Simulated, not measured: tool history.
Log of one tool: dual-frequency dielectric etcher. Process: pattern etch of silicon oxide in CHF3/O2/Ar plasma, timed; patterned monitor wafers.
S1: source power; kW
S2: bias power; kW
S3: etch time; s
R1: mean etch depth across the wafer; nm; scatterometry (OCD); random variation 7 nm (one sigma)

run	day	S1	S2	S3	R1
1	0.000	0.560	0.173	838	1758.0
2	0.217	0.490	0.173	838	1642.8
3	0.412	0.570	0.173	838	1776.0
4	0.642	0.570	0.192	838	1823.9
5	0.938	0.550	0.191	838	1773.0
6	1.100	0.550	0.204	838	1817.2
7	1.221	0.530	0.203	838	1796.9
8	1.450	0.510	0.202	838	1755.5
9	1.762	0.490	0.201	838	1715.0

The next listed run, before its measurement:
10	2.112	0.480	0.200	838	?

Run 10 gave R1 1697.1 nm.

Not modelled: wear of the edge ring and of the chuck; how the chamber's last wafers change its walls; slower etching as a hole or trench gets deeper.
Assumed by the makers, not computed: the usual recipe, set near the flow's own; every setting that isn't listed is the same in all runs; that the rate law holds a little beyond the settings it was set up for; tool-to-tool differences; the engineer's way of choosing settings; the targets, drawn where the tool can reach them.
